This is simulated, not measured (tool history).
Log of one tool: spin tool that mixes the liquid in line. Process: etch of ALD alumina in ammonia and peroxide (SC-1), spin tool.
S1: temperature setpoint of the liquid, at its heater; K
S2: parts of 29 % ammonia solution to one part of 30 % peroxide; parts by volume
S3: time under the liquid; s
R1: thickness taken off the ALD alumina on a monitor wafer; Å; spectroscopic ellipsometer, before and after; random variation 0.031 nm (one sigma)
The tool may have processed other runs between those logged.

run,day,S1,S2,S3,R1
1,0.000,326.15,0.65,170,81.960
2,0.225,329.65,0.65,170,98.995
3,0.346,329.65,0.80,170,101.460
4,0.379,329.65,0.80,170,100.810
5,0.692,328.65,0.80,170,95.858
6,0.850,328.65,0.80,170,95.389
7,1.008,328.15,0.80,170,93.207

For run 8, what comes out?
8,1.042,320.65,0.80,170,?

{"run 8": {"R1": 62.1}}

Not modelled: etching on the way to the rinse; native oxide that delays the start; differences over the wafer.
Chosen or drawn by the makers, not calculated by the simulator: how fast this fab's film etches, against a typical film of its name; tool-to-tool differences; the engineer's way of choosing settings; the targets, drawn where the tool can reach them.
